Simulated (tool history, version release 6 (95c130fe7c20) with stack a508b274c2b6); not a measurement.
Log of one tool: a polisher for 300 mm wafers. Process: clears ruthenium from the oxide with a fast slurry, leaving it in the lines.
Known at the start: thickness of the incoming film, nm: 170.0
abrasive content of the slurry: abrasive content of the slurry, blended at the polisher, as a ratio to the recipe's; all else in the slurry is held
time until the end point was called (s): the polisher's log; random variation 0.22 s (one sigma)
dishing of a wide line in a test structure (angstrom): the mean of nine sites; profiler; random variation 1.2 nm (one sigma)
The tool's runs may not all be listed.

| run | day | flow of slurry (ml/min) | pressure of the wafer on the pad (kPa) | speed of the pad under the wafer (m/s) | abrasive content of the slurry | overpolish time after the end point (s) | time until the end point was called (s) | dishing of a wide line in a test structure (angstrom) |
|---|---|---|---|---|---|---|---|---|
| 1 | 0 | 185 | 22.1 | 0.98 | 1 | 10 | 34.972 | 375.71 |
| 2 | 0.325 | 185 | 24.8 | 1 | 1 | 11 | 32.139 | 463.25 |
| 3 | 0.517 | 190 | 26.9 | 1.04 | 1 | 11 | 28.715 | 472.85 |
| 4 | 0.821 | 190 | 28.3 | 1.08 | 1 | 12 | 26.631 | 547.87 |
|  | 1.138 | head pressure recalibrated |
| 5 | 1.138 | 190 | 28.3 | 1.08 | 0.9 | 12 | 26.942 | 551.17 |
| 6 | 1.183 | 190 | 28.3 | 1.08 | 0.8 | 12 | 28.18 | 526.75 |

The next listed run, before its measurement:
| 7 | 1.558 | 190 | 29.6 | 1.12 | 0.8 | 12 | ? | ? |

time until the end point was called (s): 26.156
dishing of a wide line in a test structure (angstrom): 547.58
